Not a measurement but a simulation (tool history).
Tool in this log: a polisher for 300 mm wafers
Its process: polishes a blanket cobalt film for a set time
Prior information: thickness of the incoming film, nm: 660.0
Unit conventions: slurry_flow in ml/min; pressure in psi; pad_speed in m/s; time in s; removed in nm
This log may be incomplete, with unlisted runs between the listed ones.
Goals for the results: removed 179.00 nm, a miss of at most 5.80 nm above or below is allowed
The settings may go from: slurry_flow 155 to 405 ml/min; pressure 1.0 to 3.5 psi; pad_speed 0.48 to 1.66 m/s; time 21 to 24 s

Run 1, day 0.000: slurry_flow 260 ml/min, pressure 2.2 psi, pad_speed 1.06 m/s, time 24 s. Result: removed 132.06 nm.
Run 2, day 0.338: slurry_flow 260 ml/min, pressure 1.6 psi, pad_speed 1.06 m/s, time 24 s. Result: removed 110.46 nm.
Run 3, day 0.579: slurry_flow 260 ml/min, pressure 1.6 psi, pad_speed 1.20 m/s, time 24 s. Result: removed 124.86 nm.
Run 4, day 0.950: slurry_flow 305 ml/min, pressure 1.6 psi, pad_speed 1.20 m/s, time 24 s. Result: removed 128.15 nm.
Run 5, day 1.092: slurry_flow 335 ml/min, pressure 1.6 psi, pad_speed 1.20 m/s, time 24 s. Result: removed 130.20 nm.
Run 6, day 1.162: slurry_flow 335 ml/min, pressure 2.1 psi, pad_speed 1.20 m/s, time 24 s. Result: removed 151.79 nm.
Run 7, day 1.383: slurry_flow 335 ml/min, pressure 2.1 psi, pad_speed 1.20 m/s, time 24 s. Result: removed 151.48 nm.
Run 8, day 1.542: slurry_flow 335 ml/min, pressure 2.2 psi, pad_speed 1.20 m/s, time 24 s. Result: removed 155.07 nm.
Run 9, day 1.746: slurry_flow 335 ml/min, pressure 2.3 psi, pad_speed 1.20 m/s, time 24 s. Result: removed 158.63 nm.
At day 1.896: slurry nozzle cleaned.
Run 10, day 1.896: slurry_flow 335 ml/min, pressure 2.4 psi, pad_speed 1.20 m/s, time 24 s. Result: removed 167.93 nm.
Run 11, day 2.017: slurry_flow 335 ml/min, pressure 2.5 psi, pad_speed 1.20 m/s, time 24 s. Result: removed 173.13 nm.

Next run, 5 choices. One meets every target within its allowed miss, the rest don't. Which?
Run A, day 2.138: slurry_flow 310 ml/min, pressure 2.8 psi, pad_speed 1.08 m/s, time 24 s. Result: removed ?.
Run B, day 2.138: slurry_flow 330 ml/min, pressure 2.9 psi, pad_speed 1.24 m/s, time 22 s. Result: removed ?.
Run C, day 2.138: slurry_flow 340 ml/min, pressure 2.6 psi, pad_speed 1.22 m/s, time 22 s. Result: removed ?.
Run D, day 2.138: slurry_flow 370 ml/min, pressure 2.5 psi, pad_speed 1.12 m/s, time 24 s. Result: removed ?.
Run E, day 2.138: slurry_flow 340 ml/min, pressure 2.2 psi, pad_speed 1.22 m/s, time 24 s. Result: removed ?.

move  removed
   A   165.95
   B   178.95
   C   164.41
   D   161.97
   E   161.71
A: lands further from the targets than the last run did
B: all results in spec
C: lands further from the targets than the last run did
D: lands further from the targets than the last run did
E: lands further from the targets than the last run did
Answer: B
